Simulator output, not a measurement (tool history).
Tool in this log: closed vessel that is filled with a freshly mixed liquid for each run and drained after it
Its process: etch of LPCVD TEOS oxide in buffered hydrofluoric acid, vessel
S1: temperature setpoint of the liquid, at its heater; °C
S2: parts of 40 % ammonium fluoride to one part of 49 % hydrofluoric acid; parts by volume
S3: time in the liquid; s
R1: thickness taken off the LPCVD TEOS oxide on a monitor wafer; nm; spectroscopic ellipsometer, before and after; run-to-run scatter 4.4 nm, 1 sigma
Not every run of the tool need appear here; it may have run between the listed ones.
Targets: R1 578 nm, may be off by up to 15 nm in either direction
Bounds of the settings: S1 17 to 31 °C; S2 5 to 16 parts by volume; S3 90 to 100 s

Run 1, hour 0: S1 23 °C, S2 9.5 parts by volume, S3 90 s. Result: R1 409.67 nm.
Run 2, hour 7.5: S1 23.5 °C, S2 9.5 parts by volume, S3 90 s. Result: R1 419.74 nm.
Run 3, hour 14: S1 23.5 °C, S2 9.5 parts by volume, S3 90 s. Result: R1 420.07 nm.
Run 4, hour 15: S1 23.5 °C, S2 9.5 parts by volume, S3 90 s. Result: R1 418.86 nm.
Run 5, hour 20.2: S1 23.5 °C, S2 9.5 parts by volume, S3 100 s. Result: R1 464.01 nm.
Run 6, hour 23.1: S1 23.5 °C, S2 8 parts by volume, S3 100 s. Result: R1 557.7 nm.
At hour 31: hydrofluoric acid flow meter replaced.
Run 7, hour 31: S1 24 °C, S2 8 parts by volume, S3 100 s. Result: R1 535.97 nm.
Run 8, hour 32.5: S1 24.5 °C, S2 8 parts by volume, S3 100 s. Result: R1 556.02 nm.

Exercise: of the 4 proposed moves below, exactly one satisfies all targets within the stated allowed misses. Which move is it?
Run A, hour 34: S1 26 °C, S2 7 parts by volume, S3 90 s. Result: R1 ?.
Run B, hour 34: S1 25.5 °C, S2 8.5 parts by volume, S3 100 s. Result: R1 ?.
Run C, hour 34: S1 24.5 °C, S2 7 parts by volume, S3 90 s. Result: R1 ?.
Run D, hour 34: S1 25.5 °C, S2 7.5 parts by volume, S3 100 s. Result: R1 ?.

move      R1
   A  618.55
   B  542.38
   C  570.43
   D  621.05
A: takes the biggest miss from the last run beyond its target
B: further off than the last run
C: every result within its allowed miss
D: takes the biggest miss from the last run beyond its target
So the answer is move C, the one that meets all the targets.
